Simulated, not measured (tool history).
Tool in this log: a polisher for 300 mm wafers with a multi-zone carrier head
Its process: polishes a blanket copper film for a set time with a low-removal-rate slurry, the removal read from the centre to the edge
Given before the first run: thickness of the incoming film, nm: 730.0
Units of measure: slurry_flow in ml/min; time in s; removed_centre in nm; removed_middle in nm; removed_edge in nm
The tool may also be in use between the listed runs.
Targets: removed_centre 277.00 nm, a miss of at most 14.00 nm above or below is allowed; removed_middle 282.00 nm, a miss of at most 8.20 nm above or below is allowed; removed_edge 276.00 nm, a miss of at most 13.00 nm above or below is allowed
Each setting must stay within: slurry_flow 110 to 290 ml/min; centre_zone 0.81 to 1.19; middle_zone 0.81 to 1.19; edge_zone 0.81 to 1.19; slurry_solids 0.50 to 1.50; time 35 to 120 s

{"run": 1, "hour": 0.0, "slurry_flow": 185, "centre_zone": 1.0, "middle_zone": 1.0, "edge_zone": 1.0, "slurry_solids": 1.0, "time": 77, "removed_centre": 213.67, "removed_middle": 223.09, "removed_edge": 222.55}
{"run": 2, "hour": 1.7, "slurry_flow": 185, "centre_zone": 1.0, "middle_zone": 1.0, "edge_zone": 1.0, "slurry_solids": 1.0, "time": 70, "removed_centre": 194.2, "removed_middle": 201.81, "removed_edge": 195.29}
{"run": 3, "hour": 9.5, "slurry_flow": 190, "centre_zone": 1.01, "middle_zone": 1.01, "edge_zone": 1.02, "slurry_solids": 1.1, "time": 72, "removed_centre": 206.2, "removed_middle": 212.31, "removed_edge": 214.05}
{"run": 4, "hour": 11.5, "slurry_flow": 190, "centre_zone": 1.01, "middle_zone": 1.01, "edge_zone": 1.06, "slurry_solids": 1.1, "time": 72, "removed_centre": 208.79, "removed_middle": 214.87, "removed_edge": 217.5}
{"run": 5, "hour": 18.5, "slurry_flow": 190, "centre_zone": 1.01, "middle_zone": 1.01, "edge_zone": 1.0, "slurry_solids": 1.1, "time": 72, "removed_centre": 203.36, "removed_middle": 214.28, "removed_edge": 209.39}
{"run": 6, "hour": 26.1, "slurry_flow": 195, "centre_zone": 1.03, "middle_zone": 1.03, "edge_zone": 1.02, "slurry_solids": 1.15, "time": 73, "removed_centre": 216.79, "removed_middle": 219.78, "removed_edge": 211.98}
{"run": 7, "hour": 33.1, "slurry_flow": 200, "centre_zone": 1.03, "middle_zone": 1.04, "edge_zone": 1.04, "slurry_solids": 1.2, "time": 75, "removed_centre": 227.09, "removed_middle": 228.48, "removed_edge": 232.62}
{"run": 8, "hour": 35.5, "slurry_flow": 205, "centre_zone": 1.04, "middle_zone": 1.06, "edge_zone": 1.04, "slurry_solids": 1.25, "time": 76, "removed_centre": 234.93, "removed_middle": 238.16, "removed_edge": 229.57}
{"run": 9, "hour": 36.4, "slurry_flow": 210, "centre_zone": 1.04, "middle_zone": 1.07, "edge_zone": 1.06, "slurry_solids": 1.3, "time": 77, "removed_centre": 238.41, "removed_middle": 243.04, "removed_edge": 247.62}
{"run": 10, "hour": 41.2, "slurry_flow": 215, "centre_zone": 1.05, "middle_zone": 1.09, "edge_zone": 1.06, "slurry_solids": 1.35, "time": 78, "removed_centre": 243.23, "removed_middle": 253.94, "removed_edge": 239.42}
{"run": 11, "hour": 43.8, "slurry_flow": 220, "centre_zone": 1.05, "middle_zone": 1.09, "edge_zone": 1.07, "slurry_solids": 1.35, "time": 79, "removed_centre": 250.65, "removed_middle": 256.52, "removed_edge": 252.65}
{"run": 12, "hour": 48.8, "slurry_flow": 225, "centre_zone": 1.05, "middle_zone": 1.1, "edge_zone": 1.08, "slurry_solids": 1.35, "time": 79, "removed_centre": 252.01, "removed_middle": 257.33, "removed_edge": 252.44}
{"run": 13, "hour": 57.1, "slurry_flow": 225, "centre_zone": 1.05, "middle_zone": 1.11, "edge_zone": 1.09, "slurry_solids": 1.35, "time": 79, "removed_centre": 248.61, "removed_middle": 258.07, "removed_edge": 252.09}
{"run": 14, "hour": 59.2, "slurry_flow": 225, "centre_zone": 1.05, "middle_zone": 1.11, "edge_zone": 1.09, "slurry_solids": 1.35, "time": 80, "removed_centre": 259.31, "removed_middle": 264.98, "removed_edge": 262.8}
{"run": 15, "hour": 60.2, "slurry_flow": 230, "centre_zone": 1.05, "middle_zone": 1.12, "edge_zone": 1.09, "slurry_solids": 1.35, "time": 80, "removed_centre": 256.0, "removed_middle": 269.13, "removed_edge": 257.55}
{"run": 16, "hour": 62.9, "slurry_flow": 235, "centre_zone": 1.05, "middle_zone": 1.12, "edge_zone": 1.1, "slurry_solids": 1.35, "time": 80, "removed_centre": 251.82, "removed_middle": 264.7, "removed_edge": 257.86}
{"run": 17, "hour": 71.1, "slurry_flow": 235, "centre_zone": 1.06, "middle_zone": 1.12, "edge_zone": 1.1, "slurry_solids": 1.35, "time": 80, "removed_centre": 254.34, "removed_middle": 270.56, "removed_edge": 256.94}
{"run": 18, "hour": 74.8, "slurry_flow": 235, "centre_zone": 1.07, "middle_zone": 1.12, "edge_zone": 1.11, "slurry_solids": 1.35, "time": 80, "removed_centre": 264.22, "removed_middle": 268.09, "removed_edge": 263.14}

Of the 5 settings listed for the next run, only one would bring every result within its allowed miss of target. Which one?
{"run": "A", "hour": 78.5, "slurry_flow": 225, "centre_zone": 1.1, "middle_zone": 1.05, "edge_zone": 1.13, "slurry_solids": 1.5, "time": 75, "removed_centre": "?", "removed_middle": "?", "removed_edge": "?"}
{"run": "B", "hour": 78.5, "slurry_flow": 200, "centre_zone": 1.09, "middle_zone": 1.01, "edge_zone": 1.18, "slurry_solids": 1.35, "time": 82, "removed_centre": "?", "removed_middle": "?", "removed_edge": "?"}
{"run": "C", "hour": 78.5, "slurry_flow": 245, "centre_zone": 1.1, "middle_zone": 1.19, "edge_zone": 1.1, "slurry_solids": 1.45, "time": 75, "removed_centre": "?", "removed_middle": "?", "removed_edge": "?"}
{"run": "D", "hour": 78.5, "slurry_flow": 240, "centre_zone": 1.08, "middle_zone": 1.15, "edge_zone": 1.12, "slurry_solids": 1.45, "time": 83, "removed_centre": "?", "removed_middle": "?", "removed_edge": "?"}
{"run": "E", "hour": 78.5, "slurry_flow": 235, "centre_zone": 0.98, "middle_zone": 1.14, "edge_zone": 1.13, "slurry_solids": 1.25, "time": 85, "removed_centre": "?", "removed_middle": "?", "removed_edge": "?"}

move=A removed_centre=259.43 removed_middle=243.27 removed_edge=247.33
move=B removed_centre=271.56 removed_middle=252.50 removed_edge=268.62
move=C removed_centre=260.40 removed_middle=260.15 removed_edge=243.70
move=D removed_centre=282.21 removed_middle=282.17 removed_edge=271.84
move=E removed_centre=254.25 removed_middle=279.31 removed_edge=271.57
A: moves away from the targets compared with the last run
B: moves away from the targets compared with the last run
C: moves away from the targets compared with the last run
D: meets every target
E: corrects the largest miss of the last run, while another result sits out of spec
Answer: D

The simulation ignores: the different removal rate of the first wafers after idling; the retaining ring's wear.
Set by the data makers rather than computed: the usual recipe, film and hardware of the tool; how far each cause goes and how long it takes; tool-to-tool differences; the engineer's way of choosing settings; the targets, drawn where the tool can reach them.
